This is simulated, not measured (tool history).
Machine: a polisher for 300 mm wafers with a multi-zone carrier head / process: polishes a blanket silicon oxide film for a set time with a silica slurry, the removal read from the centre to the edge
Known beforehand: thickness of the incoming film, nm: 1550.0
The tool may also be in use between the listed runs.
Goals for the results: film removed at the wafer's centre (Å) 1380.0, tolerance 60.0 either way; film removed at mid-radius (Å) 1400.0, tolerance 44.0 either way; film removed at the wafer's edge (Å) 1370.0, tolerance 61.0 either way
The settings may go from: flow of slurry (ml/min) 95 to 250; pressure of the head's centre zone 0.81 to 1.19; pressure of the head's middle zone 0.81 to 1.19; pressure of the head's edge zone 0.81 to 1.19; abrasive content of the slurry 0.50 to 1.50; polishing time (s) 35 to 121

run  hour  flow of slurry (ml/min)  pressure of the head's centre zone  pressure of the head's middle zone  pressure of the head's edge zone  abrasive content of the slurry  polishing time (s)  film removed at the wafer's centre (Å)  film removed at mid-radius (Å)  film removed at the wafer's edge (Å)
  1   0.0                      160                                1.00                                1.00                              1.00                            1.00                  78                                  3180.5                          3080.7                                3143.2
  2   5.2                      155                                0.98                                0.99                              0.96                            0.85                  65                                  2329.5                          2328.0                                2288.7
  3   6.7                      155                                0.93                                0.99                              0.96                            0.85                  65                                  2272.8                          2337.8                                2317.3
  4  14.2                      155                                0.93                                0.99                              0.96                            0.85                  53                                  1882.8                          1898.7                                1956.7
  5  19.9                      145                                0.92                                0.96                              0.92                            0.75                  52                                  1693.2                          1716.6                                1697.4
  6  25.3                      145                                0.88                                0.96                              0.92                            0.75                  52                                  1594.2                          1715.7                                1652.5
  7  29.9                      135                                0.87                                0.91                              0.90                            0.75                  52                                  1582.0                          1591.8                                1645.2
  8  32.2                      130                                0.86                                0.90                              0.87                            0.70                  52                                  1509.9                          1547.2                                1561.1
  9  41.2                      125                                0.86                                0.89                              0.85                            0.65                  52                                  1382.8                          1424.7                                1503.2

Exercise: of the 5 proposed moves below, exactly one satisfies all targets within the stated allowed misses. Which move is it?
  A  50.2                      175                                0.86                                0.99                              0.83                            1.15                  35                                       ?                               ?                                     ?
  B  50.2                      130                                0.87                                0.98                              0.81                            0.80                  44                                       ?                               ?                                     ?
  C  50.2                      135                                0.81                                1.12                              0.81                            0.95                  37                                       ?                               ?                                     ?
  D  50.2                      165                                0.83                                1.08                              0.81                            0.70                  43                                       ?                               ?                                     ?
  E  50.2                      155                                0.91                                0.95                              0.88                            0.85                  40                                       ?                               ?                                     ?

move  film removed at the wafer's centre (Å)  film removed at mid-radius (Å)  film removed at the wafer's edge (Å)
   A                                  1388.6                          1486.5                                1404.4
   B                                  1396.1                          1480.4                                1412.0
   C                                  1236.6                          1520.2                                1303.8
   D                                  1275.8                          1495.1                                1308.8
   E                                  1393.9                          1396.0                                1404.3
A: the worst result of the last run now meets its target, but another is out of spec
B: the worst result of the last run now meets its target, but another is out of spec
C: takes the biggest miss from the last run beyond its target
D: takes the biggest miss from the last run beyond its target
E: all results land within tolerance of their targets
Move E is the one to make.
